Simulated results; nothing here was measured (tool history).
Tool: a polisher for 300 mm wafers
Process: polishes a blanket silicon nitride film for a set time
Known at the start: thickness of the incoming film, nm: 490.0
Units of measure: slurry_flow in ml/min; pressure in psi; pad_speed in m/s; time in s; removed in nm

{"run": 1, "hour": 0.0, "slurry_flow": 190, "pressure": 4.4, "pad_speed": 1.34, "time": 83, "removed": 223.88}
{"run": 2, "hour": 3.2, "slurry_flow": 190, "pressure": 4.4, "pad_speed": 1.2, "time": 83, "removed": 207.34}
{"run": 3, "hour": 8.8, "slurry_flow": 190, "pressure": 4.8, "pad_speed": 1.22, "time": 83, "removed": 223.05}
{"run": 4, "hour": 9.6, "slurry_flow": 190, "pressure": 4.8, "pad_speed": 1.22, "time": 87, "removed": 239.87}
{"run": 5, "hour": 16.1, "slurry_flow": 190, "pressure": 4.8, "pad_speed": 1.22, "time": 87, "removed": 232.48}
{"run": 6, "hour": 22.7, "slurry_flow": 190, "pressure": 5.1, "pad_speed": 1.24, "time": 87, "removed": 251.9}
{"run": 7, "hour": 30.0, "slurry_flow": 190, "pressure": 5.3, "pad_speed": 1.26, "time": 87, "removed": 260.52}
{"run": 8, "hour": 35.9, "slurry_flow": 190, "pressure": 5.5, "pad_speed": 1.28, "time": 87, "removed": 273.35}

Forecast run 9:
{"run": 9, "hour": 44.3, "slurry_flow": 190, "pressure": 5.7, "pad_speed": 1.28, "time": 87, "removed": "?"}

For run 9 the tool returned removed 282.09 nm.

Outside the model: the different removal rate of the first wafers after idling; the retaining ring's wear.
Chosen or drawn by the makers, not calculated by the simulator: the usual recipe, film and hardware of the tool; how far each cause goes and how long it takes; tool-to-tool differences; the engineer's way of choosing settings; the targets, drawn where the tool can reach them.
